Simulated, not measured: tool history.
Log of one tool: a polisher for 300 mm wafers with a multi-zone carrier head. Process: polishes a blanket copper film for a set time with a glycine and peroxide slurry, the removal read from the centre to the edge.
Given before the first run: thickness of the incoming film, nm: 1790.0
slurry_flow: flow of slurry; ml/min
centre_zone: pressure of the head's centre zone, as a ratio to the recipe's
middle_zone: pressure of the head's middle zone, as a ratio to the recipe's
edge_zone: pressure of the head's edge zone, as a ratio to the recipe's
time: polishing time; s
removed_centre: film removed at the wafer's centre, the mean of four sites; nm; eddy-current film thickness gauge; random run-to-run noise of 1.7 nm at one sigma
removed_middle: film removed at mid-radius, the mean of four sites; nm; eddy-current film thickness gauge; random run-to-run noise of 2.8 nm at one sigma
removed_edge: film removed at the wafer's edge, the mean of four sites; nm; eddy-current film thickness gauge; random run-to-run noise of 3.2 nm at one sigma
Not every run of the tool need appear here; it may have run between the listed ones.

run 1 day=0 | slurry_flow=220 centre_zone=1 middle_zone=1 edge_zone=1 time=71 | removed_centre=435.19 removed_middle=413.6 removed_edge=420.85
run 2 day=0.158 | slurry_flow=205 centre_zone=0.97 middle_zone=0.98 edge_zone=1 time=65 | removed_centre=374.94 removed_middle=375.46 removed_edge=386.5
run 3 day=0.417 | slurry_flow=205 centre_zone=0.97 middle_zone=0.98 edge_zone=0.94 time=65 | removed_centre=373.74 removed_middle=372.22 removed_edge=378.4
run 4 day=0.508 | slurry_flow=195 centre_zone=0.96 middle_zone=0.96 edge_zone=0.93 time=60 | removed_centre=337.26 removed_middle=350.4 removed_edge=345.15
run 5 day=0.812 | slurry_flow=195 centre_zone=0.96 middle_zone=0.96 edge_zone=0.87 time=60 | removed_centre=337.77 removed_middle=332.59 removed_edge=335.47
run 6 day=0.942 | slurry_flow=195 centre_zone=0.96 middle_zone=0.96 edge_zone=0.87 time=71 | removed_centre=393.28 removed_middle=402.05 removed_edge=403.09
run 7 day=1.171 | slurry_flow=185 centre_zone=0.95 middle_zone=0.94 edge_zone=0.89 time=65 | removed_centre=357.74 removed_middle=357.64 removed_edge=359.61
run 8 day=1.521 | slurry_flow=180 centre_zone=0.93 middle_zone=0.92 edge_zone=0.93 time=60 | removed_centre=324.44 removed_middle=322.8 removed_edge=345.44
run 9 day=1.621 | slurry_flow=175 centre_zone=0.91 middle_zone=0.91 edge_zone=0.93 time=56 | removed_centre=292.64 removed_middle=303.77 removed_edge=312.32
run 10 day=1.808 | slurry_flow=170 centre_zone=0.9 middle_zone=0.9 edge_zone=0.97 time=53 | removed_centre=273.64 removed_middle=282 removed_edge=315.22
run 11 day=2.154 | slurry_flow=150 centre_zone=0.82 middle_zone=0.82 edge_zone=0.92 time=33 | removed_centre=150.86 removed_middle=153.83 removed_edge=179.98
run 12 day=2.483 | slurry_flow=160 centre_zone=0.83 middle_zone=0.83 edge_zone=0.94 time=33 | removed_centre=153.21 removed_middle=156.75 removed_edge=183.49
run 13 day=2.825 | slurry_flow=160 centre_zone=0.84 middle_zone=0.84 edge_zone=0.96 time=33 | removed_centre=154.59 removed_middle=159.18 removed_edge=185.11
run 14 day=3.188 | slurry_flow=205 centre_zone=0.9 middle_zone=0.88 edge_zone=1.06 time=43 | removed_centre=229.99 removed_middle=227.06 removed_edge=263.71
run 15 day=3.467 | slurry_flow=205 centre_zone=0.89 middle_zone=0.87 edge_zone=1.05 time=43 | removed_centre=224.17 removed_middle=227.54 removed_edge=263.18
run 16 day=3.638 | slurry_flow=200 centre_zone=0.88 middle_zone=0.86 edge_zone=1.04 time=43 | removed_centre=227.23 removed_middle=221.13 removed_edge=259.79
run 17 day=3.921 | slurry_flow=195 centre_zone=0.87 middle_zone=0.86 edge_zone=1.03 time=43 | removed_centre=220.91 removed_middle=223.79 removed_edge=256.95
run 18 day=4.271 | slurry_flow=185 centre_zone=0.86 middle_zone=0.85 edge_zone=1.02 time=43 | removed_centre=210.32 removed_middle=223.72 removed_edge=258.13
run 19 day=4.571 | slurry_flow=180 centre_zone=0.86 middle_zone=0.84 edge_zone=1.01 time=43 | removed_centre=214.17 removed_middle=213.54 removed_edge=247.11

Forecast run 20:
run 20 day=4.812 | slurry_flow=175 centre_zone=0.85 middle_zone=0.84 edge_zone=1.01 time=43 | removed_centre=? removed_middle=? removed_edge=?

{"run 20": {"removed_centre": 212.42, "removed_middle": 210.52, "removed_edge": 254.56}}
